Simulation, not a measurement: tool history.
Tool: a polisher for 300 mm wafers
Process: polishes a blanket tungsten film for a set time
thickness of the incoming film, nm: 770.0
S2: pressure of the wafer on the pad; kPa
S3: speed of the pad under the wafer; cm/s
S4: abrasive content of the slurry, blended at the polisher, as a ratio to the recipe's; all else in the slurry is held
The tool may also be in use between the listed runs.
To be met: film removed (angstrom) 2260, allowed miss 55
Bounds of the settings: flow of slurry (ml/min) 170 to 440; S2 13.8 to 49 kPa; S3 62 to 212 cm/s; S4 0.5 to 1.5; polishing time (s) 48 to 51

run 1 hour=0 | flow_of_slurry_(ml/min)=280 S2=31 S3=136 S4=1 polishing_time_(s)=48 | film_removed_(angstrom)=3026.9
run 2 hour=3.7 | flow_of_slurry_(ml/min)=335 S2=31 S3=136 S4=1 polishing_time_(s)=48 | film_removed_(angstrom)=3042.9
run 3 hour=9.5 | flow_of_slurry_(ml/min)=335 S2=31 S3=136 S4=0.8 polishing_time_(s)=48 | film_removed_(angstrom)=2820
run 4 hour=12.6 | flow_of_slurry_(ml/min)=335 S2=31 S3=150 S4=0.8 polishing_time_(s)=48 | film_removed_(angstrom)=3118.2
run 5 hour=15 | flow_of_slurry_(ml/min)=335 S2=31 S3=150 S4=0.8 polishing_time_(s)=51 | film_removed_(angstrom)=3288.7
run 6 hour=18.9 | flow_of_slurry_(ml/min)=290 S2=31 S3=150 S4=0.8 polishing_time_(s)=51 | film_removed_(angstrom)=3274.8
run 7 hour=19.6 | flow_of_slurry_(ml/min)=290 S2=29.6 S3=150 S4=0.8 polishing_time_(s)=51 | film_removed_(angstrom)=3132.3
run 8 hour=22.8 | flow_of_slurry_(ml/min)=290 S2=28.3 S3=150 S4=0.8 polishing_time_(s)=51 | film_removed_(angstrom)=2999.9
run 9 hour=27.1 | flow_of_slurry_(ml/min)=290 S2=28.3 S3=150 S4=0.8 polishing_time_(s)=51 | film_removed_(angstrom)=2974.8
run 10 hour=29 | flow_of_slurry_(ml/min)=290 S2=27.6 S3=150 S4=0.8 polishing_time_(s)=51 | film_removed_(angstrom)=2958.9
run 11 hour=37.7 | flow_of_slurry_(ml/min)=275 S2=18.6 S3=150 S4=0.8 polishing_time_(s)=51 | film_removed_(angstrom)=1996.9
run 12 hour=43.7 | flow_of_slurry_(ml/min)=275 S2=20.7 S3=150 S4=0.8 polishing_time_(s)=51 | film_removed_(angstrom)=2202.1

5 next moves are on the table. One of them brings every result within its allowed miss. Which?
run A hour=49.7 | flow_of_slurry_(ml/min)=270 S2=24.1 S3=150 S4=0.65 polishing_time_(s)=51 | film_removed_(angstrom)=?
run B hour=49.7 | flow_of_slurry_(ml/min)=270 S2=22.1 S3=154 S4=0.8 polishing_time_(s)=51 | film_removed_(angstrom)=?
run C hour=49.7 | flow_of_slurry_(ml/min)=270 S2=20.7 S3=154 S4=0.8 polishing_time_(s)=51 | film_removed_(angstrom)=?
run D hour=49.7 | flow_of_slurry_(ml/min)=235 S2=22.8 S3=156 S4=0.75 polishing_time_(s)=51 | film_removed_(angstrom)=?
run E hour=49.7 | flow_of_slurry_(ml/min)=300 S2=24.1 S3=140 S4=0.8 polishing_time_(s)=51 | film_removed_(angstrom)=?

move=A film_removed_(angstrom)=2331.9
move=B film_removed_(angstrom)=2371.1
move=C film_removed_(angstrom)=2229.1
move=D film_removed_(angstrom)=2376.8
move=E film_removed_(angstrom)=2381.1
A: takes the result that was furthest off past its target
B: takes the result that was furthest off past its target
C: meets every target
D: takes the result that was furthest off past its target
E: takes the result that was furthest off past its target
The right move is C.
